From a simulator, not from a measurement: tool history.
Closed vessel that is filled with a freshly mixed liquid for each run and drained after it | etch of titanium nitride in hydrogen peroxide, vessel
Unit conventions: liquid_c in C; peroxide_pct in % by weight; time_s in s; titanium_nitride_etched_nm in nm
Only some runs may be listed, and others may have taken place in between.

run 1 hour=0 | liquid_c=51 peroxide_pct=18 time_s=2870 | titanium_nitride_etched_nm=70.879
run 2 hour=9.3 | liquid_c=50 peroxide_pct=18 time_s=2870 | titanium_nitride_etched_nm=66.099
run 3 hour=15.4 | liquid_c=49 peroxide_pct=18 time_s=2870 | titanium_nitride_etched_nm=61.838
run 4 hour=22.4 | liquid_c=48 peroxide_pct=18 time_s=2870 | titanium_nitride_etched_nm=57.358
run 5 hour=29.2 | liquid_c=48 peroxide_pct=16 time_s=2870 | titanium_nitride_etched_nm=55.565
run 6 hour=34.9 | liquid_c=48 peroxide_pct=16 time_s=3075 | titanium_nitride_etched_nm=60.542
-- hour=36.4 thermometer replaced
run 7 hour=36.4 | liquid_c=47 peroxide_pct=16 time_s=3075 | titanium_nitride_etched_nm=63.824
run 8 hour=44.7 | liquid_c=46 peroxide_pct=16 time_s=3075 | titanium_nitride_etched_nm=58.412
run 9 hour=49.1 | liquid_c=45 peroxide_pct=16 time_s=3075 | titanium_nitride_etched_nm=54.134

Estimate the outcome of run 10 from the log above:
run 10 hour=51.4 | liquid_c=44 peroxide_pct=16 time_s=3075 | titanium_nitride_etched_nm=?

Run 10 produced titanium_nitride_etched_nm 49.955 nm.

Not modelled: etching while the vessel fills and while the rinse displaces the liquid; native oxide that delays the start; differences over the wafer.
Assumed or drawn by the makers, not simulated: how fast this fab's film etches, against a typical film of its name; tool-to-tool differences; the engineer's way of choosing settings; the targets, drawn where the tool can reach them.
